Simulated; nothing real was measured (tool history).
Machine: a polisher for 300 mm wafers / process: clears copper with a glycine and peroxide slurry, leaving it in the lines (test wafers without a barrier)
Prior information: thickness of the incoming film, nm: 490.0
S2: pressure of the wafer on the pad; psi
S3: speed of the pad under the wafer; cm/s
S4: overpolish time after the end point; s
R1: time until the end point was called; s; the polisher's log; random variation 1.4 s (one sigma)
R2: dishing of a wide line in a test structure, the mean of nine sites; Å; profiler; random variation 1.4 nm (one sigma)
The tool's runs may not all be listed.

{"run": 1, "day": 0.0, "flow of slurry (ml/min)": 170, "S2": 2.9, "S3": 102, "S4": 26, "R1": 69.947, "R2": 899.16}
{"run": 2, "day": 0.246, "flow of slurry (ml/min)": 170, "S2": 3.5, "S3": 102, "S4": 26, "R1": 61.408, "R2": 965.66}
{"run": 3, "day": 0.367, "flow of slurry (ml/min)": 170, "S2": 2.8, "S3": 102, "S4": 26, "R1": 69.153, "R2": 867.64}
{"run": 4, "day": 0.733, "flow of slurry (ml/min)": 165, "S2": 2.9, "S3": 98, "S4": 30, "R1": 73.092, "R2": 954.15}
{"run": 5, "day": 1.042, "flow of slurry (ml/min)": 165, "S2": 3, "S3": 98, "S4": 32, "R1": 71.009, "R2": 1001.8}
{"run": 6, "day": 1.167, "flow of slurry (ml/min)": 190, "S2": 3, "S3": 98, "S4": 32, "R1": 69.432, "R2": 1003.8}
{"run": 7, "day": 1.221, "flow of slurry (ml/min)": 185, "S2": 3, "S3": 98, "S4": 34, "R1": 69.319, "R2": 1023.7}
{"run": 8, "day": 1.362, "flow of slurry (ml/min)": 175, "S2": 3, "S3": 98, "S4": 36, "R1": 69.787, "R2": 1061.2}

What will run 9 give?
{"run": 9, "day": 1.4, "flow of slurry (ml/min)": 175, "S2": 3, "S3": 96, "S4": 38, "R1": "?", "R2": "?"}

R1: 74.638 s
R2: 1098.7 Å

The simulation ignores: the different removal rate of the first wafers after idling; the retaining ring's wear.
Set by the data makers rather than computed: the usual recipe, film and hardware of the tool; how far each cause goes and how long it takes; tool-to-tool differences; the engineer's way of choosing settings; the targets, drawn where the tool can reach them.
